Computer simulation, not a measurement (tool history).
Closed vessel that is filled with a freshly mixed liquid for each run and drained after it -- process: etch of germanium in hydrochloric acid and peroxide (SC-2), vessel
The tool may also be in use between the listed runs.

run	hour	temperature setpoint of the liquid (°C)	parts of water to one part each of 37 % hydrochloric acid and 30 % peroxide (parts by volume)	time in the liquid (s)	thickness taken off the germanium on a monitor wafer (angstrom)
1	0.0	58.0	9.5	30	872.66
2	8.0	57.0	9.5	30	836.53
3	10.7	56.0	9.5	30	820.86
4	16.6	55.0	9.5	30	801.45
5	17.9	55.0	13.0	30	773.89
6	24.4	54.5	13.0	30	751.45
7	33.7	54.0	13.0	30	756.61
8	40.0	53.5	13.0	30	745.86
9	48.3	53.0	13.0	30	725.22
10	49.6	52.5	13.0	30	718.34
11	53.5	52.0	13.0	30	706.82

What does the tool deliver on the next run?
12	60.5	51.5	13.0	30	?

thickness taken off the germanium on a monitor wafer (angstrom): 688.83
